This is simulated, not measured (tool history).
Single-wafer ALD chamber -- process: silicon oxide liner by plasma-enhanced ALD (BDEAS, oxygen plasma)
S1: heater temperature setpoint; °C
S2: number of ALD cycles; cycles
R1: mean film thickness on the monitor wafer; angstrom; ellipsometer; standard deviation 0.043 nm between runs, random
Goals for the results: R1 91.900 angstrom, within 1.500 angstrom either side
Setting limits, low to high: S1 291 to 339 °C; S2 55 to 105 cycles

run  hour   S1  S2      R1
  1   0.0  315  80  73.085
  2   6.1  314  86  77.865
  3   8.3  313  91  83.184
  4  13.6  313  80  72.333
  5  22.3  313  90  82.179
  6  23.2  322  90  80.961
  7  23.9  321  93  83.571
  8  27.3  318  95  85.977
  9  31.6  316  97  87.455

Which single option among these 4 for the next run brings every result within its allowed miss of target? Just one does.
  A  35.9  319   96   ?
  B  35.9  309  101   ?
  C  35.9  335   91   ?
  D  35.9  317   90   ?

move      R1
   A  86.705
   B  92.377
   C  80.522
   D  81.492
A: further off than the last run
B: all results land within tolerance of their targets
C: further off than the last run
D: further off than the last run
B meets every target.
